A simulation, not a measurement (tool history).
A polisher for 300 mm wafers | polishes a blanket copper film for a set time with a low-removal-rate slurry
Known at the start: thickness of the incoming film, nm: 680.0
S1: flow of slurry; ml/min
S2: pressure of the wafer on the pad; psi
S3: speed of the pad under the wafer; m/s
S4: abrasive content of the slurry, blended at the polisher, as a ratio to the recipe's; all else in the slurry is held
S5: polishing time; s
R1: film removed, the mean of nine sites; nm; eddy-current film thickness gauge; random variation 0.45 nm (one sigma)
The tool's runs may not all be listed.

{"run": 1, "hour": 0.0, "S1": 260, "S2": 2.3, "S3": 1.2, "S4": 1.0, "S5": 50, "R1": 99.639}
{"run": 2, "hour": 5.9, "S1": 260, "S2": 2.1, "S3": 1.2, "S4": 1.0, "S5": 50, "R1": 90.204}
{"run": 3, "hour": 12.7, "S1": 260, "S2": 1.9, "S3": 1.2, "S4": 1.0, "S5": 50, "R1": 81.819}
{"run": 4, "hour": 20.3, "S1": 260, "S2": 1.8, "S3": 1.2, "S4": 1.0, "S5": 50, "R1": 77.262}
{"run": 5, "hour": 27.1, "S1": 260, "S2": 1.7, "S3": 1.2, "S4": 1.0, "S5": 50, "R1": 74.139}
{"hour": 29.5, "done": "worn pad replaced by a new one"}
{"run": 6, "hour": 29.5, "S1": 260, "S2": 1.7, "S3": 1.06, "S4": 1.0, "S5": 50, "R1": 73.833}
{"run": 7, "hour": 38.3, "S1": 245, "S2": 1.3, "S3": 1.04, "S4": 1.0, "S5": 50, "R1": 55.746}

The next listed run, before its measurement:
{"run": 8, "hour": 45.7, "S1": 260, "S2": 1.3, "S3": 1.04, "S4": 1.0, "S5": 50, "R1": "?"}

{"run 8": {"R1": 56.355}}
